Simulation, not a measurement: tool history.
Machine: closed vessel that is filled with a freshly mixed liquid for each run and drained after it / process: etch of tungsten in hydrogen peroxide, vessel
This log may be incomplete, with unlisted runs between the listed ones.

run	day	temperature setpoint of the liquid (K)	concentration of hydrogen peroxide in the mixed liquid (% by weight)	time in the liquid (s)	thickness taken off the tungsten on a monitor wafer (Å)
1	0.000	322.15	20.5	85	1884.6
2	0.117	322.15	17.0	85	1702.4
3	0.496	322.15	17.0	95	1889.9
4	0.612	325.65	17.0	95	2375.9
5	0.688	325.65	17.0	95	2358.9
6	0.729	325.65	19.5	95	2498.8
7	0.983	323.65	19.5	95	2242.0
8	1.196	322.15	19.5	95	2043.2
9	1.408	321.15	19.5	95	1919.0
10	1.508	320.15	19.5	95	1812.1
11	1.846	319.65	19.5	95	1754.4

Run 12 is up next; what results do you expect?
12	2.171	319.15	19.5	95	?

{"run 12": {"thickness taken off the tungsten on a monitor wafer (Å)": 1702.3}}
